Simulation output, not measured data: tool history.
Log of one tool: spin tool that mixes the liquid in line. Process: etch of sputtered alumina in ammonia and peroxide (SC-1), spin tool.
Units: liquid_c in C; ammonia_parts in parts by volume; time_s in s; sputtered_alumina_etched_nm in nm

run	day	liquid_c	ammonia_parts	time_s	sputtered_alumina_etched_nm
1	0	50	1	95	3.0829
2	0.158	50	1.2	95	3.1155
3	0.288	50	1.2	95	3.1447
4	0.617	49	1.2	95	2.9779
5	0.975	48	1.2	95	2.802
6	1.179	48	1.2	95	2.7785
7	1.554	47	1.2	95	2.6473
8	1.758	46	1.2	95	2.5048
9	2.042	45	1.2	95	2.3783
10	2.121	44.5	1.2	95	2.3081
11	2.433	44	1.2	95	2.2349
12	2.504	43.5	1.2	95	2.1806
13	2.825	43.5	1.2	95	2.1611
14	3.079	43	1.2	95	2.0995
15	3.3	42.5	1.2	95	2.0448

Forecast run 16:
16	3.6	38	1.1	90	?

sputtered_alumina_etched_nm: 1.4598 nm
